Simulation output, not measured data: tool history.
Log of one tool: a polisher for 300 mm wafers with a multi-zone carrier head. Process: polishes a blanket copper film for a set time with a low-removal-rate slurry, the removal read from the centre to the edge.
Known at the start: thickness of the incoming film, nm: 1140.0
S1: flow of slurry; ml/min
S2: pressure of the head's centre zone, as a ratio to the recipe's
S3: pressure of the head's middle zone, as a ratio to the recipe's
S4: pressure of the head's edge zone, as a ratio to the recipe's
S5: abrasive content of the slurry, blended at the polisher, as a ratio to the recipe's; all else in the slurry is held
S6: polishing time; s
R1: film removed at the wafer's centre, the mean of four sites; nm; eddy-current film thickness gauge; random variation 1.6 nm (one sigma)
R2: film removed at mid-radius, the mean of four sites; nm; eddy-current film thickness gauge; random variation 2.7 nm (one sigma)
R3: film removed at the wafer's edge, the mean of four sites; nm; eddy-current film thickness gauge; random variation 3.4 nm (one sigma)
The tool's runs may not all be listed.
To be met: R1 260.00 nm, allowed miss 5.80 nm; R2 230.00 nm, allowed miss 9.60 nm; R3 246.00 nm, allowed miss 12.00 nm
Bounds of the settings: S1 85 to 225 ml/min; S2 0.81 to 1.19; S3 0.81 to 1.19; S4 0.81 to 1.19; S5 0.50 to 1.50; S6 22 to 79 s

run  hour   S1    S2    S3    S4    S5  S6      R1      R2      R3
  1   0.0  145  1.00  1.00  1.00  1.00  50  178.21  173.93  175.58
  2   5.5  150  1.02  1.00  1.03  1.10  51  189.21  186.14  189.25
  3  13.9  160  1.05  1.00  1.05  1.15  51  199.30  187.33  190.98
  4  22.2  160  1.06  1.00  1.07  1.20  52  207.97  201.49  202.41
  5  28.8  160  1.06  1.00  1.07  1.20  43  170.64  162.39  165.62
  6  31.2  165  1.07  0.99  1.09  1.25  45  184.96  167.34  176.79
  7  37.8  165  1.08  0.99  1.10  1.30  47  193.90  180.84  184.70
  8  46.3  170  1.08  0.98  1.11  1.35  49  206.68  188.80  195.64
  9  52.7  170  1.08  0.98  1.12  1.35  50  210.65  193.58  201.03
 10  54.4  170  1.08  0.98  1.13  1.35  51  214.16  199.59  206.56
 11  58.2  170  1.09  0.97  1.14  1.35  52  220.40  201.97  212.96

4 next moves are on the table. One of them brings every result within its allowed miss. Which?
  A  62.0  150  1.10  0.91  1.14  1.25  44   ?   ?   ?
  B  62.0  155  0.81  0.96  1.19  1.15  58   ?   ?   ?
  C  62.0  160  1.11  0.97  1.15  1.40  60   ?   ?   ?
  D  62.0  130  0.89  1.08  1.19  1.15  63   ?   ?   ?

move      R1      R2      R3
   A  179.63  155.62  175.48
   B  176.47  211.42  231.12
   C  258.07  233.39  249.35
   D  200.58  244.67  244.31
A: further off than the last run
B: further off than the last run
C: meets every target
D: further off than the last run
The right move is C.
